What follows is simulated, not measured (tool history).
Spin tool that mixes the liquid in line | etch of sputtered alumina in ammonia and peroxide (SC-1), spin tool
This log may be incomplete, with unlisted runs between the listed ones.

run,hour,temperature setpoint of the liquid (°C),parts of 29 % ammonia solution to one part of 30 % peroxide (parts by volume),time under the liquid (s),thickness taken off the sputtered alumina on a monitor wafer (angstrom)
1,0.0,54.0,0.5,260,169.30
2,0.7,54.0,0.5,280,181.42
3,3.2,54.0,0.5,280,181.20
4,4.4,50.0,0.5,280,145.81
5,11.3,50.0,0.5,260,136.04
6,14.8,53.5,0.5,260,163.73
7,16.3,56.0,0.5,260,186.47

For run 8, what comes out?
8,18.5,58.0,0.5,260,?

thickness taken off the sputtered alumina on a monitor wafer (angstrom): 206.91
